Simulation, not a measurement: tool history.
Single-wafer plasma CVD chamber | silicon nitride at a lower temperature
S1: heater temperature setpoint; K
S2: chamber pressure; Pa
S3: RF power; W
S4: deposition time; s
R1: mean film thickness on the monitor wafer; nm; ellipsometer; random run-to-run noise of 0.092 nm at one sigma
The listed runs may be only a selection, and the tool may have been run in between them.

run  hour      S1   S2   S3    S4      R1
  1     0  643.15  205  375  19.4   24.16
  2   2.3  643.15  223  380  19.4  25.171
  3   4.3  643.15  223  355  19.4  24.081
  4  12.8  643.15  237  360  19.4  24.964
  5  18.8  643.15  248  360  19.4  25.306
  6  19.9  643.15  257  365  19.4  25.822
       26  -- thermocouple changed; heater temperature recalibrated
  7    26  643.15  264  365  19.4  26.132

Estimate the outcome of run 8 from the log above:
  8    28  643.15  269  365  19.4   ?

R1: 26.243 nm
